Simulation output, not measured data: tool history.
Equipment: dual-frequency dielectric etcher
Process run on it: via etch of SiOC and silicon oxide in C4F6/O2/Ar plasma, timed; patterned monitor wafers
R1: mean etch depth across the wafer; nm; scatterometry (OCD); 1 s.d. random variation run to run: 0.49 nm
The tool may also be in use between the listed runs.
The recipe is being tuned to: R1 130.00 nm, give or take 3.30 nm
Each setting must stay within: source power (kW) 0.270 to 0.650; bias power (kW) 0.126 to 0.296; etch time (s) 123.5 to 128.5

Run 1, hour 0.0: source power (kW) 0.460, bias power (kW) 0.211, etch time (s) 123.5. Result: R1 154.45 nm.
Run 2, hour 2.7: source power (kW) 0.460, bias power (kW) 0.211, etch time (s) 123.5. Result: R1 152.70 nm.
Run 3, hour 4.4: source power (kW) 0.430, bias power (kW) 0.207, etch time (s) 123.5. Result: R1 148.82 nm.
Run 4, hour 5.7: source power (kW) 0.410, bias power (kW) 0.204, etch time (s) 123.5. Result: R1 145.84 nm.
Run 5, hour 9.1: source power (kW) 0.390, bias power (kW) 0.201, etch time (s) 123.5. Result: R1 141.09 nm.
Run 6, hour 10.3: source power (kW) 0.380, bias power (kW) 0.200, etch time (s) 123.5. Result: R1 140.05 nm.
Run 7, hour 16.2: source power (kW) 0.370, bias power (kW) 0.199, etch time (s) 123.5. Result: R1 138.32 nm.
Run 8, hour 17.2: source power (kW) 0.360, bias power (kW) 0.198, etch time (s) 123.5. Result: R1 137.06 nm.
Run 9, hour 22.4: source power (kW) 0.350, bias power (kW) 0.197, etch time (s) 123.5. Result: R1 135.21 nm.
Run 10, hour 27.8: source power (kW) 0.340, bias power (kW) 0.196, etch time (s) 123.5. Result: R1 133.23 nm.
Run 11, hour 35.1: source power (kW) 0.340, bias power (kW) 0.196, etch time (s) 123.5. Result: R1 134.42 nm.

Of the 4 settings listed for the next run, only one would bring every result within its allowed miss of target. Which one?
Run A, hour 42.4: source power (kW) 0.330, bias power (kW) 0.191, etch time (s) 128.5. Result: R1 ?.
Run B, hour 42.4: source power (kW) 0.280, bias power (kW) 0.200, etch time (s) 127.5. Result: R1 ?.
Run C, hour 42.4: source power (kW) 0.330, bias power (kW) 0.231, etch time (s) 128.5. Result: R1 ?.
Run D, hour 42.4: source power (kW) 0.360, bias power (kW) 0.202, etch time (s) 127.0. Result: R1 ?.

move      R1
   A  135.65
   B  128.78
   C  145.88
   D  141.51
A: misses by more than the last run did
B: all results in spec
C: misses by more than the last run did
D: misses by more than the last run did
So the answer is move B, the one that meets all the targets.
